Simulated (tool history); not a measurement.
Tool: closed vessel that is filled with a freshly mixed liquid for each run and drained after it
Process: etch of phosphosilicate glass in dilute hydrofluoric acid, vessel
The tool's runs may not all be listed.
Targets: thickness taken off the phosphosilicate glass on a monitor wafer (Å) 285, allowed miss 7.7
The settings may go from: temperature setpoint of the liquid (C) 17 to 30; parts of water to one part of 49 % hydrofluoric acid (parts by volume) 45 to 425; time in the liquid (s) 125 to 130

run,hour,temperature setpoint of the liquid (C),parts of water to one part of 49 % hydrofluoric acid (parts by volume),time in the liquid (s),thickness taken off the phosphosilicate glass on a monitor wafer (Å)
1,0,22,235,125,446.59
2,4.3,20.5,250,125,394.22
3,6.9,20.5,180,125,589.99
4,8.7,19.5,210,125,467.02
5,16.6,19,230,125,409.7
6,22.3,18.5,245,125,372.32
7,25.2,18,255,125,346.46
8,32.4,17.5,265,125,325.8
9,38.1,17.5,270,125,320.52
10,40.7,17.5,275,125,309.5
11,45,17.5,280,125,302.65

5 next moves are on the table. One of them brings every result within its allowed miss. Which?
A,49.3,21.5,330,125,?
B,49.3,17.5,275,130,?
C,49.3,17,260,125,?
D,49.3,17.5,280,130,?
E,49.3,17,265,125,?

move,thickness taken off the phosphosilicate glass on a monitor wafer (Å)
A,288.66
B,324.78
C,327.93
D,317.67
E,320.42
A: meets every target
B: further off than the last run
C: further off than the last run
D: further off than the last run
E: further off than the last run
Answer: A

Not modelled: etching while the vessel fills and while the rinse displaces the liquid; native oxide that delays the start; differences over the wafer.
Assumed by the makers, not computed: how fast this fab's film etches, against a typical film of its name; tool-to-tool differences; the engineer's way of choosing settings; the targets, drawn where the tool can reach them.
